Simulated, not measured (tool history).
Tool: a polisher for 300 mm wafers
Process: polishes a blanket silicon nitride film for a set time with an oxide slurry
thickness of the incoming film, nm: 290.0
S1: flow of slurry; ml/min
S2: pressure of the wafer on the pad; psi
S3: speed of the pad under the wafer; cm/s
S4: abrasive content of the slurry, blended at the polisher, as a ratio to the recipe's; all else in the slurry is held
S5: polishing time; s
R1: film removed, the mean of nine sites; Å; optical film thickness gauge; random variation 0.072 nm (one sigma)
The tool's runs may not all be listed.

run,day,S1,S2,S3,S4,S5,R1
1,0.000,175,2.8,118,1.0,36,180.740
2,0.196,175,2.5,108,1.0,36,150.360
3,0.254,175,2.3,102,1.0,36,131.890
4,0.388,135,2.3,102,1.0,36,128.820
5,0.579,135,2.3,112,1.0,36,137.290
6,0.775,135,2.3,112,1.0,36,138.000
7,0.829,135,2.1,106,1.0,36,120.600
8,0.967,135,1.9,102,1.0,36,107.710

The next listed run, before its measurement:
9,1.254,130,1.3,84,1.0,36,?

{"run 9": {"R1": 64.575}}
